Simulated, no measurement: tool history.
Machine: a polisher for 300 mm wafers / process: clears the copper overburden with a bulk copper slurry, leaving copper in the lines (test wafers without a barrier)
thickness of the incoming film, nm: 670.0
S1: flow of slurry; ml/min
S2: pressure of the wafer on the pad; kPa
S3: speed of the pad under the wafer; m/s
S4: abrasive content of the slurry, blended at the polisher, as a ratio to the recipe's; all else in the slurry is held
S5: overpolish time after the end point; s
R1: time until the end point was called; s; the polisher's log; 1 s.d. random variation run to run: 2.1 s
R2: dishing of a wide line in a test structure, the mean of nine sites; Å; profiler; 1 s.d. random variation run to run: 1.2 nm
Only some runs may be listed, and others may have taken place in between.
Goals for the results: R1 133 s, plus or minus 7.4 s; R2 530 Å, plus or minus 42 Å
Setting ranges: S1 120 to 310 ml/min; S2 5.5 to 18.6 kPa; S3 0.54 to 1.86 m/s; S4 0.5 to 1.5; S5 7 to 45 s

{"run": 1, "day": 0.0, "S1": 200, "S2": 11.7, "S3": 1.18, "S4": 1, "S5": 23, "R1": 101.26, "R2": 768.63}
{"run": 2, "day": 0.125, "S1": 200, "S2": 11.7, "S3": 0.94, "S4": 1, "S5": 23, "R1": 124.68, "R2": 683.2}
{"run": 3, "day": 0.396, "S1": 200, "S2": 11.7, "S3": 0.94, "S4": 1, "S5": 21, "R1": 121.92, "R2": 621.42}
{"run": 4, "day": 0.458, "S1": 180, "S2": 11.7, "S3": 0.94, "S4": 1, "S5": 21, "R1": 126.19, "R2": 616.4}
{"run": 5, "day": 0.708, "S1": 180, "S2": 11.7, "S3": 0.94, "S4": 1, "S5": 20, "R1": 127.37, "R2": 571.89}
{"run": 6, "day": 0.929, "S1": 225, "S2": 11.7, "S3": 0.94, "S4": 1, "S5": 20, "R1": 126.11, "R2": 619.54}
{"run": 7, "day": 1.017, "S1": 225, "S2": 11.7, "S3": 0.94, "S4": 1, "S5": 19, "R1": 120.98, "R2": 585.67}
{"run": 8, "day": 1.271, "S1": 225, "S2": 11.7, "S3": 0.94, "S4": 1, "S5": 19, "R1": 120.44, "R2": 602.02}
{"run": 9, "day": 1.608, "S1": 220, "S2": 11.7, "S3": 0.94, "S4": 1, "S5": 19, "R1": 122.07, "R2": 600.69}

Exercise: of the 5 proposed moves below, exactly one satisfies all targets within the stated allowed misses. Which move is it?
{"run": "A", "day": 1.946, "S1": 220, "S2": 14.5, "S3": 1.02, "S4": 0.65, "S5": 22, "R1": "?", "R2": "?"}
{"run": "B", "day": 1.946, "S1": 210, "S2": 15.2, "S3": 0.72, "S4": 0.8, "S5": 17, "R1": "?", "R2": "?"}
{"run": "C", "day": 1.946, "S1": 180, "S2": 14.5, "S3": 0.8, "S4": 0.9, "S5": 27, "R1": "?", "R2": "?"}
{"run": "D", "day": 1.946, "S1": 215, "S2": 11.7, "S3": 1, "S4": 1.2, "S5": 15, "R1": "?", "R2": "?"}
{"run": "E", "day": 1.946, "S1": 250, "S2": 11.7, "S3": 0.76, "S4": 0.95, "S5": 18, "R1": "?", "R2": "?"}

move=A R1=104.85 R2=740.16
move=B R1=132.4 R2=527.73
move=C R1=124.01 R2=757.45
move=D R1=110.56 R2=532.75
move=E R1=150.6 R2=485.15
A: further off than the last run
B: hits every target within its allowed miss
C: further off than the last run
D: the worst result of the last run now meets its target, but another is out of spec
E: takes the biggest miss from the last run beyond its target
Go with B: it meets all targets.
